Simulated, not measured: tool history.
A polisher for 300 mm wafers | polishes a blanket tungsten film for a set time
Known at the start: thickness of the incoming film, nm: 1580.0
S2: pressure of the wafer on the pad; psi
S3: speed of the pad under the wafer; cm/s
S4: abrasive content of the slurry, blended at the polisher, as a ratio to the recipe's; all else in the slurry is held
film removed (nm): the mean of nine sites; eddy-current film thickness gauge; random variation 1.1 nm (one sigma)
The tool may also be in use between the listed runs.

{"run": 1, "day": 0.0, "flow of slurry (ml/min)": 180, "S2": 2.4, "S3": 104, "S4": 1.0, "polishing time (s)": 86, "film removed (nm)": 243.03}
{"run": 2, "day": 0.35, "flow of slurry (ml/min)": 180, "S2": 2.4, "S3": 104, "S4": 1.0, "polishing time (s)": 86, "film removed (nm)": 237.64}
{"run": 3, "day": 0.608, "flow of slurry (ml/min)": 155, "S2": 2.4, "S3": 104, "S4": 1.0, "polishing time (s)": 86, "film removed (nm)": 230.85}
{"run": 4, "day": 0.733, "flow of slurry (ml/min)": 155, "S2": 2.4, "S3": 104, "S4": 1.0, "polishing time (s)": 91, "film removed (nm)": 246.98}
{"run": 5, "day": 0.888, "flow of slurry (ml/min)": 200, "S2": 2.4, "S3": 104, "S4": 1.0, "polishing time (s)": 91, "film removed (nm)": 260.03}
{"run": 6, "day": 1.025, "flow of slurry (ml/min)": 190, "S2": 2.0, "S3": 102, "S4": 1.0, "polishing time (s)": 91, "film removed (nm)": 224.45}
{"run": 7, "day": 1.35, "flow of slurry (ml/min)": 175, "S2": 1.8, "S3": 98, "S4": 1.0, "polishing time (s)": 91, "film removed (nm)": 204.17}
{"run": 8, "day": 1.488, "flow of slurry (ml/min)": 165, "S2": 1.6, "S3": 92, "S4": 1.0, "polishing time (s)": 91, "film removed (nm)": 180.47}

Run 9 comes next. What will it give?
{"run": 9, "day": 1.567, "flow of slurry (ml/min)": 160, "S2": 1.5, "S3": 88, "S4": 1.0, "polishing time (s)": 91, "film removed (nm)": "?"}

Run 9 gave film removed (nm) 164.34.
